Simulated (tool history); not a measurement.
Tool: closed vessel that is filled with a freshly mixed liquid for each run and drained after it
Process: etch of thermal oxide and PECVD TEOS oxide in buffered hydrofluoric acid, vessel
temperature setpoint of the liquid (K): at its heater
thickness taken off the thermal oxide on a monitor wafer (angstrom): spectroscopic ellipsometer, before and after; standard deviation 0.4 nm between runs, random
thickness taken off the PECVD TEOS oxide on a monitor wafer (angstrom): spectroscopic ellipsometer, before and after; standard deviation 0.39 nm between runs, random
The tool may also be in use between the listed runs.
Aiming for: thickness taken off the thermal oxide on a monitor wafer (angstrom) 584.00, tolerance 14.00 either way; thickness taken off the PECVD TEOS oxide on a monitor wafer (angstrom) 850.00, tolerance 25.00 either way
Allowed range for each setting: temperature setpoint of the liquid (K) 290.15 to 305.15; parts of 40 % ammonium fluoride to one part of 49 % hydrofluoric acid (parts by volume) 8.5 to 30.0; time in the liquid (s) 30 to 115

run    day  temperature setpoint of the liquid (K)  parts of 40 % ammonium fluoride to one part of 49 % hydrofluoric acid (parts by volume)  time in the liquid (s)  thickness taken off the thermal oxide on a monitor wafer (angstrom)  thickness taken off the PECVD TEOS oxide on a monitor wafer (angstrom)
  1  0.000                                  297.15                                                                                     23.0                      60                                                               309.58                                                                  449.97
  2  0.383                                  294.15                                                                                     23.0                      60                                                               259.97                                                                  380.97
  3  0.700                                  292.15                                                                                     23.0                      60                                                               233.75                                                                  337.47
  4  0.875                                  292.15                                                                                     23.0                      45                                                               175.81                                                                  254.27
  5  1.188                                  294.65                                                                                     23.0                      45                                                               200.44                                                                  293.26
  6  1.396                                  294.65                                                                                     23.0                      70                                                               314.93                                                                  453.02
  7  1.488                                  295.65                                                                                     23.0                      70                                                               329.40                                                                  481.19
  8  1.658                                  296.65                                                                                     23.0                      70                                                               349.44                                                                  511.40
  9  1.717                                  300.65                                                                                     21.5                      70                                                               451.13                                                                  672.83
 10  2.012                                  301.15                                                                                     21.5                      70                                                               468.86                                                                  682.94
     2.346  -- thermometer replaced
 11  2.346                                  305.15                                                                                     20.0                      70                                                               657.91                                                                  956.06
 12  2.612                                  304.15                                                                                     20.0                      70                                                               626.83                                                                  904.44
 13  2.958                                  303.65                                                                                     20.0                      70                                                               608.01                                                                  878.26

Pick the move, out of 5, that brings all results within their allowed miss; only one does.
  A  3.304                                  304.65                                                                                     23.0                      70                                                                    ?                                                                       ?
  B  3.304                                  302.15                                                                                     21.0                      80                                                                    ?                                                                       ?
  C  3.304                                  305.15                                                                                     21.5                      70                                                                    ?                                                                       ?
  D  3.304                                  303.15                                                                                     22.5                      80                                                                    ?                                                                       ?
  E  3.304                                  302.65                                                                                     10.5                      40                                                                    ?                                                                       ?

move  thickness taken off the thermal oxide on a monitor wafer (angstrom)  thickness taken off the PECVD TEOS oxide on a monitor wafer (angstrom)
   A                                                               586.94                                                                  849.10
   B                                                               625.57                                                                  904.97
   C                                                               630.84                                                                  912.60
   D                                                               629.21                                                                  910.25
   E                                                               624.09                                                                  902.84
A: every result lands within tolerance
B: the biggest miss grows against the last run
C: the biggest miss grows against the last run
D: the biggest miss grows against the last run
E: the biggest miss grows against the last run
Correct choice: A, which meets every target
